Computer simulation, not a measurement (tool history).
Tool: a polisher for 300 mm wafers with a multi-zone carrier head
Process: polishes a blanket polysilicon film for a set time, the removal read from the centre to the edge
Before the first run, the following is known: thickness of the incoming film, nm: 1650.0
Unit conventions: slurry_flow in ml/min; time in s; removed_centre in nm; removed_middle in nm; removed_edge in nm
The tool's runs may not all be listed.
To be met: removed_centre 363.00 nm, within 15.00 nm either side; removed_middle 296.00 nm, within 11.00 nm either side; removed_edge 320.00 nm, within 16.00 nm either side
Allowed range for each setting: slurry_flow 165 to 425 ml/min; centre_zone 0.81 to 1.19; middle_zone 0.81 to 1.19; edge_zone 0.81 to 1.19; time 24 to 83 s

| run | hour | slurry_flow | centre_zone | middle_zone | edge_zone | time | removed_centre | removed_middle | removed_edge |
|---|---|---|---|---|---|---|---|---|---|
| 1 | 0.0 | 275 | 1.00 | 1.00 | 1.00 | 53 | 374.65 | 366.13 | 367.50 |
| 2 | 7.6 | 275 | 1.01 | 0.97 | 0.98 | 52 | 367.46 | 356.26 | 354.15 |
| 3 | 10.9 | 275 | 1.01 | 0.97 | 0.98 | 64 | 449.94 | 437.62 | 446.08 |
| 4 | 18.9 | 275 | 1.01 | 0.93 | 0.98 | 64 | 453.49 | 409.59 | 436.05 |
| 5 | 25.4 | 275 | 1.01 | 0.91 | 0.96 | 61 | 427.68 | 393.09 | 421.08 |
| 6 | 34.1 | 275 | 1.01 | 0.91 | 0.89 | 61 | 431.48 | 400.25 | 406.36 |
| 7 | 41.0 | 275 | 1.02 | 0.89 | 0.89 | 58 | 407.00 | 371.86 | 390.94 |
| 8 | 46.8 | 275 | 1.04 | 0.88 | 0.88 | 55 | 397.70 | 344.97 | 357.12 |
| 9 | 49.8 | 270 | 1.04 | 0.87 | 0.88 | 54 | 390.94 | 334.85 | 354.68 |
| 10 | 55.2 | 270 | 1.04 | 0.86 | 0.87 | 53 | 376.97 | 330.58 | 348.83 |

Exactly one of the 4 candidate moves below puts every result within its allowed miss. Which one?
| A | 60.6 | 285 | 1.05 | 0.91 | 0.85 | 49 | ? | ? | ? |
| B | 60.6 | 295 | 1.18 | 0.89 | 0.81 | 43 | ? | ? | ? |
| C | 60.6 | 270 | 1.06 | 0.84 | 0.82 | 49 | ? | ? | ? |
| D | 60.6 | 275 | 1.04 | 0.92 | 0.81 | 50 | ? | ? | ? |

| move | removed_centre | removed_middle | removed_edge |
|---|---|---|---|
| A | 357.09 | 318.57 | 327.76 |
| B | 353.86 | 275.31 | 284.02 |
| C | 357.86 | 296.35 | 322.71 |
| D | 359.29 | 326.75 | 328.18 |
A: closes in on the targets versus the last run, not all within tolerance yet
B: moves the result that the last run missed by most past its target, out the other side
C: all results in spec
D: closes in on the targets versus the last run, not all within tolerance yet
Answer: C
